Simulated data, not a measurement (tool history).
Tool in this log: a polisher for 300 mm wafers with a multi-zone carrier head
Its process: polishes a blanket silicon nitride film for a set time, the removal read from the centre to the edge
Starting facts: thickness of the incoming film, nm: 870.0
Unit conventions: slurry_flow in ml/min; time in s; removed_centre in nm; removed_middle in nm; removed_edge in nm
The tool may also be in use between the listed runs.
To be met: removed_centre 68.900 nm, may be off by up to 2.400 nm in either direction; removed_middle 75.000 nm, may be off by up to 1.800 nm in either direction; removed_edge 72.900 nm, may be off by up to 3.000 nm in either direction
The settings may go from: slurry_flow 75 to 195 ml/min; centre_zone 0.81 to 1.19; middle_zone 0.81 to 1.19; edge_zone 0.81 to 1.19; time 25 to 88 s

run	hour	slurry_flow	centre_zone	middle_zone	edge_zone	time	removed_centre	removed_middle	removed_edge
1	0.0	125	1.00	1.00	1.00	56	118.390	120.630	117.090
2	7.7	120	0.99	0.99	0.98	54	110.250	113.900	109.380
3	15.0	115	0.98	0.97	0.96	52	105.670	106.460	106.930
4	17.7	115	0.97	0.97	0.95	49	95.927	100.760	99.073
5	18.9	115	0.97	0.97	0.94	47	92.392	96.687	93.431
6	21.5	115	0.96	0.96	0.93	46	89.375	93.725	92.253
7	27.2	115	0.96	0.96	0.92	45	87.339	91.432	87.803
8	35.7	115	0.95	0.95	0.91	44	85.160	89.750	86.942
9	43.6	115	0.94	0.94	0.90	43	82.521	85.624	85.373
10	45.8	110	0.94	0.94	0.89	42	80.813	83.653	82.176
11	52.3	80	0.86	0.90	0.81	40	62.184	68.163	68.676
12	55.7	80	0.86	0.90	0.81	40	61.496	68.866	70.321
13	56.8	80	0.86	0.90	0.81	40	61.699	68.746	70.745
14	62.2	85	0.86	0.90	0.81	40	63.972	69.822	70.313
15	67.8	90	0.86	0.90	0.81	40	64.618	72.409	70.330
16	69.5	95	0.87	0.90	0.82	40	66.871	73.117	71.226

Of the 5 settings listed for the next run, only one would bring every result within its allowed miss of target. Which one?
A	71.2	145	0.91	0.84	0.81	35	?	?	?
B	71.2	85	0.94	0.89	0.81	41	?	?	?
C	71.2	105	0.84	0.94	0.85	38	?	?	?
D	71.2	85	0.85	0.95	0.84	39	?	?	?
E	71.2	145	0.81	0.86	0.81	38	?	?	?

move	removed_centre	removed_middle	removed_edge
A	71.287	67.583	69.036
B	71.761	71.094	72.702
C	66.035	74.216	72.203
D	62.854	71.427	70.213
E	70.376	74.841	74.934
A: further off than the last run
B: further off than the last run
C: brings the last run's worst result on target, with another outside its allowed miss
D: further off than the last run
E: hits every target within its allowed miss
Correct choice: E, which meets every target
